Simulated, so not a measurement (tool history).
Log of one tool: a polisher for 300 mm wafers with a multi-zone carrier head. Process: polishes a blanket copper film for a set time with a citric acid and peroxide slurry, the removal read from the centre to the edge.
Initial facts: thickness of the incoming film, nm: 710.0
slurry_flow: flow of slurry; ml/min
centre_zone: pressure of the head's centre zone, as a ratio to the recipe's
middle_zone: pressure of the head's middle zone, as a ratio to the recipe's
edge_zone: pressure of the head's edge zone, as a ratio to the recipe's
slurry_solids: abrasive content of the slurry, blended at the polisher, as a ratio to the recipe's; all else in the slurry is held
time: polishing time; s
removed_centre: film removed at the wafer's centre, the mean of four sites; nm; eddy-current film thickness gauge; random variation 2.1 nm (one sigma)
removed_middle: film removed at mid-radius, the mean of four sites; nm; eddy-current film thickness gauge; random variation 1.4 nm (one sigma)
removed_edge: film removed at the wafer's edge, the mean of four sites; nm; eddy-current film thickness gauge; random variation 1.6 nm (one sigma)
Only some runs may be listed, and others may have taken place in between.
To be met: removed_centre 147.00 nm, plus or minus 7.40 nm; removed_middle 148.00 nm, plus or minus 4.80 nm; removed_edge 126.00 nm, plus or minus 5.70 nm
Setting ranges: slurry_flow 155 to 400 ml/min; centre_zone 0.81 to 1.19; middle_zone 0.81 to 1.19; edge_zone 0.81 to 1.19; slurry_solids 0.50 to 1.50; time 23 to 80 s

{"run": 1, "day": 0.0, "slurry_flow": 255, "centre_zone": 1.0, "middle_zone": 1.0, "edge_zone": 1.0, "slurry_solids": 1.0, "time": 51, "removed_centre": 117.78, "removed_middle": 110.45, "removed_edge": 109.37}
{"run": 2, "day": 0.238, "slurry_flow": 255, "centre_zone": 1.0, "middle_zone": 1.0, "edge_zone": 0.94, "slurry_solids": 1.0, "time": 51, "removed_centre": 116.99, "removed_middle": 110.01, "removed_edge": 102.16}
{"run": 3, "day": 0.558, "slurry_flow": 265, "centre_zone": 1.03, "middle_zone": 1.06, "edge_zone": 0.97, "slurry_solids": 1.1, "time": 52, "removed_centre": 127.31, "removed_middle": 117.77, "removed_edge": 109.97}
{"run": 4, "day": 0.758, "slurry_flow": 265, "centre_zone": 0.94, "middle_zone": 1.06, "edge_zone": 0.97, "slurry_solids": 1.1, "time": 52, "removed_centre": 115.83, "removed_middle": 119.14, "removed_edge": 108.94}
{"run": 5, "day": 0.9, "slurry_flow": 295, "centre_zone": 0.94, "middle_zone": 1.06, "edge_zone": 0.97, "slurry_solids": 1.1, "time": 52, "removed_centre": 117.55, "removed_middle": 122.94, "removed_edge": 110.74}
{"run": 6, "day": 1.167, "slurry_flow": 295, "centre_zone": 0.94, "middle_zone": 1.06, "edge_zone": 0.9, "slurry_solids": 1.1, "time": 52, "removed_centre": 115.78, "removed_middle": 120.42, "removed_edge": 106.4}
{"day": 1.35, "done": "centre zone pressure recalibrated"}
{"run": 7, "day": 1.35, "slurry_flow": 310, "centre_zone": 0.97, "middle_zone": 1.1, "edge_zone": 0.92, "slurry_solids": 1.2, "time": 53, "removed_centre": 117.74, "removed_middle": 131.87, "removed_edge": 110.18}
{"run": 8, "day": 1.683, "slurry_flow": 305, "centre_zone": 1.03, "middle_zone": 1.11, "edge_zone": 0.95, "slurry_solids": 1.25, "time": 54, "removed_centre": 126.18, "removed_middle": 133.25, "removed_edge": 118.06}
{"run": 9, "day": 1.779, "slurry_flow": 300, "centre_zone": 1.07, "middle_zone": 1.13, "edge_zone": 0.94, "slurry_solids": 1.25, "time": 56, "removed_centre": 134.79, "removed_middle": 139.37, "removed_edge": 120.03}

Next run, 4 choices. One meets every target within its allowed miss, the rest don't. Which?
{"run": "A", "day": 1.875, "slurry_flow": 295, "centre_zone": 1.04, "middle_zone": 0.92, "edge_zone": 1.07, "slurry_solids": 1.5, "time": 60, "removed_centre": "?", "removed_middle": "?", "removed_edge": "?"}
{"run": "B", "day": 1.875, "slurry_flow": 325, "centre_zone": 0.93, "middle_zone": 1.19, "edge_zone": 0.95, "slurry_solids": 1.3, "time": 57, "removed_centre": "?", "removed_middle": "?", "removed_edge": "?"}
{"run": "C", "day": 1.875, "slurry_flow": 165, "centre_zone": 1.13, "middle_zone": 1.11, "edge_zone": 0.88, "slurry_solids": 1.3, "time": 65, "removed_centre": "?", "removed_middle": "?", "removed_edge": "?"}
{"run": "D", "day": 1.875, "slurry_flow": 230, "centre_zone": 1.04, "middle_zone": 1.04, "edge_zone": 0.93, "slurry_solids": 1.35, "time": 64, "removed_centre": "?", "removed_middle": "?", "removed_edge": "?"}

move=A removed_centre=144.13 removed_middle=134.08 removed_edge=142.78
move=B removed_centre=122.08 removed_middle=150.56 removed_edge=125.05
move=C removed_centre=148.26 removed_middle=147.63 removed_edge=127.97
move=D removed_centre=145.65 removed_middle=148.13 removed_edge=136.02
A: the biggest miss grows against the last run
B: puts the biggest miss on target and leaves a different result outside tolerance
C: every result lands within tolerance
D: puts the biggest miss on target and leaves a different result outside tolerance
Correct choice: C, which meets every target
